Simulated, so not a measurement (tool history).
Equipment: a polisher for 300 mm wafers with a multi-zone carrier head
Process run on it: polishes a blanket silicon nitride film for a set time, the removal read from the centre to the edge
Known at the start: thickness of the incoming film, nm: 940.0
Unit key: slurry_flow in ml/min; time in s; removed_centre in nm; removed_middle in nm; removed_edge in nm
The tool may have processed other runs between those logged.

run 1 day=0.000 | slurry_flow=210 centre_zone=1.00 middle_zone=1.00 edge_zone=1.00 time=51 | removed_centre=81.562 removed_middle=79.908 removed_edge=80.961
run 2 day=0.250 | slurry_flow=205 centre_zone=0.98 middle_zone=0.98 edge_zone=0.98 time=50 | removed_centre=80.927 removed_middle=79.723 removed_edge=79.039
run 3 day=0.550 | slurry_flow=205 centre_zone=0.93 middle_zone=0.98 edge_zone=0.98 time=50 | removed_centre=75.186 removed_middle=78.247 removed_edge=78.701
run 4 day=0.858 | slurry_flow=205 centre_zone=0.93 middle_zone=1.06 edge_zone=0.98 time=50 | removed_centre=76.686 removed_middle=82.554 removed_edge=78.770
run 5 day=0.946 | slurry_flow=200 centre_zone=0.92 middle_zone=1.03 edge_zone=0.98 time=49 | removed_centre=73.570 removed_middle=81.280 removed_edge=77.572
run 6 day=1.158 | slurry_flow=175 centre_zone=0.92 middle_zone=1.03 edge_zone=0.98 time=49 | removed_centre=72.524 removed_middle=77.962 removed_edge=75.884
run 7 day=1.404 | slurry_flow=175 centre_zone=0.92 middle_zone=1.03 edge_zone=0.98 time=49 | removed_centre=71.728 removed_middle=77.173 removed_edge=76.291
run 8 day=1.688 | slurry_flow=170 centre_zone=0.91 middle_zone=1.01 edge_zone=0.97 time=48 | removed_centre=68.399 removed_middle=75.262 removed_edge=73.082

Predict the results of run 9:
run 9 day=1.846 | slurry_flow=165 centre_zone=0.91 middle_zone=0.98 edge_zone=0.97 time=48 | removed_centre=? removed_middle=? removed_edge=?

removed_centre: 66.892 nm
removed_middle: 72.550 nm
removed_edge: 73.683 nm
